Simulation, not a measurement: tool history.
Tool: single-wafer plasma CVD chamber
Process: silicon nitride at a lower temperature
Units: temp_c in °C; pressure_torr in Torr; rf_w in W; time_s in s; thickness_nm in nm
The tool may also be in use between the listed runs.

| run | hour | temp_c | pressure_torr | rf_w | time_s | thickness_nm |
|---|---|---|---|---|---|---|
| 1 | 0.0 | 330 | 1.91 | 305 | 39.0 | 52.610 |
| 2 | 5.6 | 330 | 1.91 | 260 | 39.0 | 45.812 |
| 3 | 6.9 | 335 | 1.91 | 260 | 39.0 | 45.960 |
| 4 | 11.2 | 326 | 1.91 | 260 | 39.0 | 46.154 |
| 5 | 17.5 | 326 | 2.12 | 260 | 39.0 | 47.537 |
| 6 | 22.5 | 326 | 2.12 | 300 | 39.0 | 52.891 |
| 7 | 26.8 | 326 | 2.23 | 305 | 39.0 | 54.450 |
| 8 | 28.5 | 326 | 2.23 | 305 | 39.0 | 54.955 |
| 9 | 37.0 | 326 | 2.31 | 305 | 39.0 | 55.548 |
| 10 | 45.9 | 326 | 2.37 | 305 | 39.0 | 54.848 |

Forecast run 11:
| 11 | 46.4 | 326 | 2.44 | 310 | 39.0 | ? |

thickness_nm: 56.225 nm
